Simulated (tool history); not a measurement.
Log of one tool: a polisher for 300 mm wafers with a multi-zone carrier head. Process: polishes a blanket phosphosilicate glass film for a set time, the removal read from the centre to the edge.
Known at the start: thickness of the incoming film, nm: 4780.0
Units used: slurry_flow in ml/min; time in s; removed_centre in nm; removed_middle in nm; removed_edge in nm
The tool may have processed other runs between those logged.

{"run": 1, "day": 0.0, "slurry_flow": 295, "centre_zone": 1, "middle_zone": 1, "edge_zone": 1, "slurry_solids": 1, "time": 86, "removed_centre": 665.43, "removed_middle": 684.86, "removed_edge": 704.99}
{"run": 2, "day": 0.338, "slurry_flow": 320, "centre_zone": 1, "middle_zone": 1, "edge_zone": 1, "slurry_solids": 1, "time": 86, "removed_centre": 671.1, "removed_middle": 696.87, "removed_edge": 703.14}
{"run": 3, "day": 0.592, "slurry_flow": 315, "centre_zone": 0.99, "middle_zone": 1.01, "edge_zone": 1.01, "slurry_solids": 1.05, "time": 86, "removed_centre": 675.28, "removed_middle": 706.81, "removed_edge": 716.82}
{"run": 4, "day": 0.717, "slurry_flow": 315, "centre_zone": 1.07, "middle_zone": 1.01, "edge_zone": 1.01, "slurry_solids": 1.05, "time": 86, "removed_centre": 731.71, "removed_middle": 686.65, "removed_edge": 738.19}
{"run": 5, "day": 0.892, "slurry_flow": 285, "centre_zone": 1.07, "middle_zone": 1.01, "edge_zone": 1.01, "slurry_solids": 1.05, "time": 86, "removed_centre": 730.05, "removed_middle": 707.49, "removed_edge": 717.63}
{"run": 6, "day": 1.158, "slurry_flow": 285, "centre_zone": 1.07, "middle_zone": 1.07, "edge_zone": 1.01, "slurry_solids": 1.05, "time": 86, "removed_centre": 730.31, "removed_middle": 751.72, "removed_edge": 727.56}
{"run": 7, "day": 1.317, "slurry_flow": 290, "centre_zone": 1.06, "middle_zone": 1.08, "edge_zone": 1.03, "slurry_solids": 1.1, "time": 86, "removed_centre": 737.55, "removed_middle": 763.44, "removed_edge": 727.61}
{"run": 8, "day": 1.604, "slurry_flow": 295, "centre_zone": 1.03, "middle_zone": 1.07, "edge_zone": 1.04, "slurry_solids": 1.15, "time": 87, "removed_centre": 733.43, "removed_middle": 760.14, "removed_edge": 775.05}
{"run": 9, "day": 1.954, "slurry_flow": 290, "centre_zone": 1.02, "middle_zone": 1.08, "edge_zone": 1.04, "slurry_solids": 1.2, "time": 87, "removed_centre": 741.36, "removed_middle": 790.05, "removed_edge": 779.05}
{"run": 10, "day": 1.983, "slurry_flow": 290, "centre_zone": 1.01, "middle_zone": 1.09, "edge_zone": 1.05, "slurry_solids": 1.25, "time": 87, "removed_centre": 744.78, "removed_middle": 815.41, "removed_edge": 783.59}

Forecast run 11:
{"run": 11, "day": 2.092, "slurry_flow": 290, "centre_zone": 1, "middle_zone": 1.09, "edge_zone": 1.06, "slurry_solids": 1.3, "time": 87, "removed_centre": "?", "removed_middle": "?", "removed_edge": "?"}

{"run 11": {"removed_centre": 748.43, "removed_middle": 817.81, "removed_edge": 817.84}}

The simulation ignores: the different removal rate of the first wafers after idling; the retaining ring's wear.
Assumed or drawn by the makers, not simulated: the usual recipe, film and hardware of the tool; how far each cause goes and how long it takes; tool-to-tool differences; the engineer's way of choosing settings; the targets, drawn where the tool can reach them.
